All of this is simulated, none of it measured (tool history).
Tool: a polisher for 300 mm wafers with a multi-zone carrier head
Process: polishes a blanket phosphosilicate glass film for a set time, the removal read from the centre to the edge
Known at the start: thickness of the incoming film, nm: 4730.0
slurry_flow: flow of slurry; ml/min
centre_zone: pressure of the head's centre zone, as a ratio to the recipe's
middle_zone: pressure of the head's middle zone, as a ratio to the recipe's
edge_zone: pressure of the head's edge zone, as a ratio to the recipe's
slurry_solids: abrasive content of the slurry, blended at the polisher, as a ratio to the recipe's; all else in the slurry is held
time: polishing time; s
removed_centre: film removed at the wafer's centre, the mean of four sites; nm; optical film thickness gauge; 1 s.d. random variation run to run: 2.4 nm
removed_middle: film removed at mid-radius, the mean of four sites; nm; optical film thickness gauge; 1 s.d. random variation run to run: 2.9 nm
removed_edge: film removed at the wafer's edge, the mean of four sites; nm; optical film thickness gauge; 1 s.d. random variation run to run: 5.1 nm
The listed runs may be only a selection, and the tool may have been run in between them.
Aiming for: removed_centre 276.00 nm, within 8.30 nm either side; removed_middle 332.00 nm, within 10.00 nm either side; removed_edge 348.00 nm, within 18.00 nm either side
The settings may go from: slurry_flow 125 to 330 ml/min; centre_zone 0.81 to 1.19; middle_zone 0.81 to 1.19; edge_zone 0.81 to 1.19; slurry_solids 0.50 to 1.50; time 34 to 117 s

| run | hour | slurry_flow | centre_zone | middle_zone | edge_zone | slurry_solids | time | removed_centre | removed_middle | removed_edge |
|---|---|---|---|---|---|---|---|---|---|---|
| 1 | 0.0 | 210 | 1.00 | 1.00 | 1.00 | 1.00 | 75 | 444.12 | 435.42 | 462.58 |
| 2 | 7.0 | 210 | 1.00 | 0.97 | 1.00 | 1.00 | 75 | 445.70 | 437.35 | 469.68 |
| 3 | 11.1 | 210 | 1.00 | 1.04 | 1.00 | 1.00 | 75 | 444.13 | 458.17 | 455.18 |
| 4 | 18.3 | 210 | 1.00 | 1.04 | 1.00 | 1.00 | 89 | 534.14 | 536.03 | 533.85 |
| 5 | 19.0 | 200 | 0.95 | 1.03 | 0.99 | 0.85 | 85 | 453.02 | 488.54 | 476.92 |
|  | 21.9 | edge zone pressure recalibrated |
| 6 | 21.9 | 200 | 1.02 | 1.03 | 0.99 | 0.85 | 85 | 484.76 | 481.71 | 510.10 |
| 7 | 23.7 | 190 | 0.97 | 1.01 | 0.99 | 0.75 | 81 | 425.21 | 435.01 | 454.91 |
| 8 | 30.9 | 180 | 0.93 | 1.01 | 1.02 | 0.70 | 77 | 373.57 | 398.64 | 426.13 |

Next run, 4 choices. One meets every target within its allowed miss, the rest don't. Which?
| A | 38.1 | 155 | 0.81 | 1.09 | 1.12 | 0.50 | 69 | ? | ? | ? |
| B | 38.1 | 160 | 0.81 | 0.95 | 1.17 | 0.75 | 101 | ? | ? | ? |
| C | 38.1 | 125 | 0.98 | 0.94 | 1.19 | 0.55 | 75 | ? | ? | ? |
| D | 38.1 | 130 | 0.87 | 1.08 | 1.06 | 0.50 | 72 | ? | ? | ? |

| move | removed_centre | removed_middle | removed_edge |
|---|---|---|---|
| A | 262.49 | 333.26 | 354.74 |
| B | 439.21 | 496.39 | 607.15 |
| C | 320.36 | 311.54 | 395.13 |
| D | 275.66 | 330.46 | 349.28 |
A: moves the result that the last run missed by most past its target, out the other side
B: moves away from the targets compared with the last run
C: moves toward the targets from the last run without getting all of them in spec
D: every result within its allowed miss
D meets every target.

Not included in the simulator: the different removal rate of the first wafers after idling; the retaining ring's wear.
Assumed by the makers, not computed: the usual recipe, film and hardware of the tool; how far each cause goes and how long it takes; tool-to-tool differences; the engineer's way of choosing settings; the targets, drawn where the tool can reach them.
